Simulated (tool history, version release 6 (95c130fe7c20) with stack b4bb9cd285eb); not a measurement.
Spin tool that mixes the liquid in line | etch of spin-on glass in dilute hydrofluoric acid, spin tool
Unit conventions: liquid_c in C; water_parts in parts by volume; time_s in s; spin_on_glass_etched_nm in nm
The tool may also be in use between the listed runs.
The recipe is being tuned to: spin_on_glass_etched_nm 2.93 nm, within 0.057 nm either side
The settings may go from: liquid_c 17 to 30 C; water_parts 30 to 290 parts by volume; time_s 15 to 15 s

run  hour  liquid_c  water_parts  time_s  spin_on_glass_etched_nm
  1     0        22          160      15                   3.2787
  2   5.7        22          110      15                   5.0588
  3  12.2      24.5          110      15                   5.6081
  4  18.9      24.5           60      15                   10.955
  5  24.2      23.5           75      15                   8.2091
  6  26.2      22.5           85      15                   6.8673
  7  30.1      18.5          150      15                   3.0803
  8  37.8        18          150      15                   3.0079

Which one of the following 5 next-run settings gets every result inside its allowed miss? There is exactly one.
  A  45.5        19          165      15                        ?
  B  45.5        18          160      15                        ?
  C  45.5        20          170      15                        ?
  D  45.5        18          155      15                        ?
  E  45.5        17          155      15                        ?

move  spin_on_glass_etched_nm
   A                   2.8068
   B                   2.7946
   C                     2.82
   D                   2.8989
   E                   2.7834
A: the result that was furthest off in the last run now lies on the other side of its target
B: the result that was furthest off in the last run now lies on the other side of its target
C: the result that was furthest off in the last run now lies on the other side of its target
D: meets every target
E: the result that was furthest off in the last run now lies on the other side of its target
D meets every target.
